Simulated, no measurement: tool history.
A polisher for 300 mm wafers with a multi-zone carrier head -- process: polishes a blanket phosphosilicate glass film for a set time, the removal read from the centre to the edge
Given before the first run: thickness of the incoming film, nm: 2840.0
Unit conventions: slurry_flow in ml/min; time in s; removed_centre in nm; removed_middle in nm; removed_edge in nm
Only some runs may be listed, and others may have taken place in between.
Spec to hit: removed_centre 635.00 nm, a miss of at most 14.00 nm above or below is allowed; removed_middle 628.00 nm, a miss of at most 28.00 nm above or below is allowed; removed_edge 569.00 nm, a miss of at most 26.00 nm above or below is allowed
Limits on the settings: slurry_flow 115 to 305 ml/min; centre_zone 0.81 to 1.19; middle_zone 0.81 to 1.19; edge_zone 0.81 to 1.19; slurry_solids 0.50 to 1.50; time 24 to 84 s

Run 1, hour 0.0: slurry_flow 195 ml/min, centre_zone 1.00, middle_zone 1.00, edge_zone 1.00, slurry_solids 1.00, time 54 s. Result: removed_centre 379.64 nm, removed_middle 382.67 nm, removed_edge 379.81 nm.
Run 2, hour 3.9: slurry_flow 195 ml/min, centre_zone 1.00, middle_zone 0.95, edge_zone 1.00, slurry_solids 1.00, time 54 s. Result: removed_centre 381.75 nm, removed_middle 366.35 nm, removed_edge 386.65 nm.
Run 3, hour 6.9: slurry_flow 195 ml/min, centre_zone 0.96, middle_zone 0.95, edge_zone 1.00, slurry_solids 1.00, time 54 s. Result: removed_centre 362.12 nm, removed_middle 373.97 nm, removed_edge 384.08 nm.
Run 4, hour 14.3: slurry_flow 195 ml/min, centre_zone 0.96, middle_zone 0.95, edge_zone 1.00, slurry_solids 0.85, time 54 s. Result: removed_centre 331.58 nm, removed_middle 342.59 nm, removed_edge 347.14 nm.
Run 5, hour 16.1: slurry_flow 205 ml/min, centre_zone 0.98, middle_zone 0.98, edge_zone 1.00, slurry_solids 0.95, time 54 s. Result: removed_centre 367.24 nm, removed_middle 383.21 nm, removed_edge 374.76 nm.
Run 6, hour 19.3: slurry_flow 215 ml/min, centre_zone 1.00, middle_zone 1.00, edge_zone 1.02, slurry_solids 1.00, time 54 s. Result: removed_centre 385.41 nm, removed_middle 393.67 nm, removed_edge 398.49 nm.
Run 7, hour 28.0: slurry_flow 250 ml/min, centre_zone 1.10, middle_zone 1.10, edge_zone 0.92, slurry_solids 1.25, time 62 s. Result: removed_centre 554.60 nm, removed_middle 548.97 nm, removed_edge 486.16 nm.
Run 8, hour 32.5: slurry_flow 255 ml/min, centre_zone 1.11, middle_zone 1.11, edge_zone 0.94, slurry_solids 1.25, time 62 s. Result: removed_centre 563.65 nm, removed_middle 550.33 nm, removed_edge 488.01 nm.
Run 9, hour 34.6: slurry_flow 255 ml/min, centre_zone 1.11, middle_zone 1.12, edge_zone 0.95, slurry_solids 1.30, time 62 s. Result: removed_centre 572.24 nm, removed_middle 570.63 nm, removed_edge 504.48 nm.
Run 10, hour 41.9: slurry_flow 260 ml/min, centre_zone 1.12, middle_zone 1.13, edge_zone 0.96, slurry_solids 1.30, time 62 s. Result: removed_centre 586.55 nm, removed_middle 588.51 nm, removed_edge 507.32 nm.
Run 11, hour 46.6: slurry_flow 260 ml/min, centre_zone 1.12, middle_zone 1.13, edge_zone 0.98, slurry_solids 1.30, time 62 s. Result: removed_centre 581.02 nm, removed_middle 578.01 nm, removed_edge 500.73 nm.
Run 12, hour 49.1: slurry_flow 260 ml/min, centre_zone 1.12, middle_zone 1.12, edge_zone 0.98, slurry_solids 1.35, time 62 s. Result: removed_centre 590.13 nm, removed_middle 589.26 nm, removed_edge 520.64 nm.
Run 13, hour 51.1: slurry_flow 260 ml/min, centre_zone 1.12, middle_zone 1.12, edge_zone 0.99, slurry_solids 1.35, time 62 s. Result: removed_centre 586.21 nm, removed_middle 578.29 nm, removed_edge 509.19 nm.
Run 14, hour 56.3: slurry_flow 255 ml/min, centre_zone 1.11, middle_zone 1.11, edge_zone 1.00, slurry_solids 1.45, time 64 s. Result: removed_centre 616.30 nm, removed_middle 615.08 nm, removed_edge 551.07 nm.
Run 15, hour 59.5: slurry_flow 260 ml/min, centre_zone 1.11, middle_zone 1.11, edge_zone 1.00, slurry_solids 1.45, time 64 s. Result: removed_centre 616.97 nm, removed_middle 619.15 nm, removed_edge 559.84 nm.

Below are 4 possible settings for the next run. Only one of them brings all results inside the allowed miss of their targets. Which is it?
Run A, hour 62.7: slurry_flow 265 ml/min, centre_zone 1.12, middle_zone 1.17, edge_zone 1.06, slurry_solids 1.40, time 63 s. Result: removed_centre ?, removed_middle ?, removed_edge ?.
Run B, hour 62.7: slurry_flow 245 ml/min, centre_zone 1.13, middle_zone 0.96, edge_zone 1.03, slurry_solids 1.20, time 70 s. Result: removed_centre ?, removed_middle ?, removed_edge ?.
Run C, hour 62.7: slurry_flow 290 ml/min, centre_zone 1.08, middle_zone 0.85, edge_zone 1.11, slurry_solids 1.50, time 69 s. Result: removed_centre ?, removed_middle ?, removed_edge ?.
Run D, hour 62.7: slurry_flow 290 ml/min, centre_zone 1.10, middle_zone 1.10, edge_zone 1.00, slurry_solids 1.50, time 65 s. Result: removed_centre ?, removed_middle ?, removed_edge ?.

move  removed_centre  removed_middle  removed_edge
   A          610.26          619.32        532.27
   B          634.17          540.31        545.52
   C          667.27          537.18        618.12
   D          641.44          628.35        554.40
A: its largest miss is bigger than the last run's
B: gets the furthest-off result to its target, but another result is out of tolerance
C: moves the result that the last run missed by most past its target, out the other side
D: all results land within tolerance of their targets
The move that meets every target is D.
